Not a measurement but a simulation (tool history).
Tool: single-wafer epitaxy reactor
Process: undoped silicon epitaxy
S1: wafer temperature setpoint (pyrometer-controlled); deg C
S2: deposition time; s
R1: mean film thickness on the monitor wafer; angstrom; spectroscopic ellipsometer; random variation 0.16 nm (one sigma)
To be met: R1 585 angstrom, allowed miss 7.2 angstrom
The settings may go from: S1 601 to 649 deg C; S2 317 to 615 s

run	hour	S1	S2	R1
1	0	625	466	494.8
2	9	625	412	437.08
3	12.4	628	412	466.07
4	15.5	628	353	396.16
5	20.2	635	353	459.79
6	24.9	638	353	484.32
7	33.3	640	353	503.46
8	34.5	642	353	526.37
9	41.5	643	353	538.41
10	49.1	644	353	548.7
11	51.3	645	353	557.1

Which of these 5 next moves meets every target?
A	53.5	646	362	?
B	53.5	644	360	?
C	53.5	643	343	?
D	53.5	649	352	?
E	53.5	646	337	?

move	R1
A	584.98
B	559.51
C	522.77
D	602.89
E	544.58
A: meets every target
B: nearer than the last run, and not there yet
C: further off than the last run
D: takes the result that was furthest off past its target
E: further off than the last run
Move A is the one to make.
